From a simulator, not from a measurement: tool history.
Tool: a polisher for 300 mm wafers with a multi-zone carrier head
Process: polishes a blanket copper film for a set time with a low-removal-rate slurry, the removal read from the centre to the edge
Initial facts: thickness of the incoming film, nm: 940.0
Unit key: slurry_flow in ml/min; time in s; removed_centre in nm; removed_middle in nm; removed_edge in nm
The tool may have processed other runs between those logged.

run    day  slurry_flow  centre_zone  middle_zone  edge_zone  slurry_solids  time  removed_centre  removed_middle  removed_edge
  1  0.000          245         1.00         1.00       1.00           1.00    61          157.52          156.73        161.30
  2  0.333          245         1.00         1.00       1.00           1.00    54          136.84          138.53        141.14
  3  0.525          195         1.00         1.00       1.00           1.00    54          133.43          136.21        141.17
  4  0.846          195         1.04         1.00       1.03           1.15    56          147.43          143.45        148.04
  5  0.929          195         1.04         1.08       1.03           1.15    56          144.90          152.14        148.32
  6  1.021          195         1.04         1.08       1.03           1.00    56          142.65          146.68        144.91

Forecast run 7:
  7  1.083          195         1.04         1.08       1.03           1.00    56               ?               ?             ?

Logged for run 7: removed_centre 141.24 nm, removed_middle 149.22 nm, removed_edge 146.44 nm.
